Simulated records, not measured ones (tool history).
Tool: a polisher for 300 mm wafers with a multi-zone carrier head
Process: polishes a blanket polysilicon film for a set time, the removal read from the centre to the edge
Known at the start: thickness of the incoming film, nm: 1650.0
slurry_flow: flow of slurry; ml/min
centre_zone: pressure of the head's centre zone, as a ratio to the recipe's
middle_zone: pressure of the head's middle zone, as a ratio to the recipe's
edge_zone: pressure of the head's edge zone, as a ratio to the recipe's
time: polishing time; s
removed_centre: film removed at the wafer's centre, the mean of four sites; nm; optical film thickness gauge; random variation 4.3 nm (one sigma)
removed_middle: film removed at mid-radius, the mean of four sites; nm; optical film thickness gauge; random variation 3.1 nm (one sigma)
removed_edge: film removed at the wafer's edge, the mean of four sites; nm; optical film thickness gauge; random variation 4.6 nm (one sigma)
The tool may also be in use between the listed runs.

| run | hour | slurry_flow | centre_zone | middle_zone | edge_zone | time | removed_centre | removed_middle | removed_edge |
|---|---|---|---|---|---|---|---|---|---|
| 1 | 0 | 275 | 1 | 1 | 1 | 53 | 374.65 | 366.13 | 367.5 |
| 2 | 7.6 | 275 | 1.01 | 0.97 | 0.98 | 52 | 367.46 | 356.26 | 354.15 |
| 3 | 10.9 | 275 | 1.01 | 0.97 | 0.98 | 64 | 449.94 | 437.62 | 446.08 |
| 4 | 18.9 | 275 | 1.01 | 0.93 | 0.98 | 64 | 453.49 | 409.59 | 436.05 |
| 5 | 25.4 | 275 | 1.01 | 0.91 | 0.96 | 61 | 427.68 | 393.09 | 421.08 |
| 6 | 34.1 | 275 | 1.01 | 0.91 | 0.89 | 61 | 431.48 | 400.25 | 406.36 |
| 7 | 41 | 275 | 1.02 | 0.89 | 0.89 | 58 | 407 | 371.86 | 390.94 |

The next listed run, before its measurement:
| 8 | 46.8 | 275 | 1.04 | 0.88 | 0.88 | 55 | ? | ? | ? |

removed_centre: 397.7 nm
removed_middle: 344.97 nm
removed_edge: 357.12 nm
